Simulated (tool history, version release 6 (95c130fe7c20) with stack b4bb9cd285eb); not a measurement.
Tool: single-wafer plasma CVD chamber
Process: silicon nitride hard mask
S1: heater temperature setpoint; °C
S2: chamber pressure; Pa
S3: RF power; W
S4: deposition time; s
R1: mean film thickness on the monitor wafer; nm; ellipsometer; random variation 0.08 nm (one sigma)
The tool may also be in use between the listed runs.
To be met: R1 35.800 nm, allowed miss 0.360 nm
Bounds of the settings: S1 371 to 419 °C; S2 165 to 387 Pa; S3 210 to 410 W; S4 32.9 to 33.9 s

run,day,S1,S2,S3,S4,R1
1,0.000,395,276,310,32.9,43.539
2,0.312,395,276,345,32.9,45.948
3,0.521,401,276,345,32.9,46.036
4,0.800,401,260,330,32.9,44.191
5,1.012,401,260,350,32.9,45.560
6,1.046,401,260,350,32.9,45.582
7,1.254,401,260,350,32.9,45.615
8,1.354,401,247,335,32.9,43.793
9,1.700,402,192,285,32.9,37.302
10,2.012,402,165,275,32.9,34.766
11,2.162,402,168,275,32.9,34.904
12,2.221,402,171,275,32.9,35.049
13,2.575,402,173,275,32.9,35.372
14,2.642,402,175,275,32.9,35.422

4 next moves are on the table. One of them brings every result within its allowed miss. Which?
A,2.708,409,168,270,33.3,?
B,2.708,404,171,280,33.3,?
C,2.708,400,171,260,33.8,?
D,2.708,400,196,270,33.3,?

move,R1
A,34.883
B,35.837
C,34.974
D,36.793
A: further off than the last run
B: meets every target
C: further off than the last run
D: takes the result that was furthest off past its target
The right move is B.
